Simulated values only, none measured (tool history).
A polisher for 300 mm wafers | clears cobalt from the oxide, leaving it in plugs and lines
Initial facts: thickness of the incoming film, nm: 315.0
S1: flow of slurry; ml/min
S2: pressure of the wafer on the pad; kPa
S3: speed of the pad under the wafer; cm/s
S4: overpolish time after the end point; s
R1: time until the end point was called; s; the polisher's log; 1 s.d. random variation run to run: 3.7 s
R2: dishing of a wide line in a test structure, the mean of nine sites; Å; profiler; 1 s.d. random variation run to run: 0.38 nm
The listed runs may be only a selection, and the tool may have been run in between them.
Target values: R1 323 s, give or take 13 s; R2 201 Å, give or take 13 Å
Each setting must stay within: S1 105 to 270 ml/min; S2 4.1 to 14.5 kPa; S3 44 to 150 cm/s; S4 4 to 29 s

run  hour   S1   S2   S3  S4      R1      R2
  1     0  175    9   96  15  125.75     291
  2   6.2  175    9  110  15  111.08  318.82
  3  13.7  170  7.6   96  17  150.42  270.04
  4    21  170  7.6  108  17  130.46  296.04
  5  29.6  170  9.7  108  17  107.65   345.9
  6  30.8  160  8.3   94  19  140.24  304.02
  7  33.6  160  6.9   82  21  194.22   271.7
  8  42.3  160  6.2   78  21  225.13  233.44
  9    44  160  5.5   76  22   259.8  224.92
 10  45.5  160  4.8   76  22  296.34   201.5
 11  48.1  160  4.8   76  23  293.46     208
 12    52  160  4.8   76  24  292.72  220.25
     52.6  -- head pressure recalibrated
 13  52.6  160  4.1   76  24  299.95   215.1
 14    55  160  4.1   74  24  307.12  214.79

Exercise: of the 4 proposed moves below, exactly one satisfies all targets within the stated allowed misses. Which move is it?
  A  57.4  160  4.1  70  24   ?   ?
  B  57.4  110  4.8  66  29   ?   ?
  C  57.4  170  6.2  54  21   ?   ?
  D  57.4  155  4.1  70  28   ?   ?

move      R1      R2
   A  331.94  199.57
   B  330.99  233.16
   C  286.42  201.57
   D  333.91  225.37
A: all results in spec
B: brings the result that was furthest off to its target, and leaves another outside
C: moves away from the targets compared with the last run
D: brings the result that was furthest off to its target, and leaves another outside
So the answer is move A, the one that meets all the targets.

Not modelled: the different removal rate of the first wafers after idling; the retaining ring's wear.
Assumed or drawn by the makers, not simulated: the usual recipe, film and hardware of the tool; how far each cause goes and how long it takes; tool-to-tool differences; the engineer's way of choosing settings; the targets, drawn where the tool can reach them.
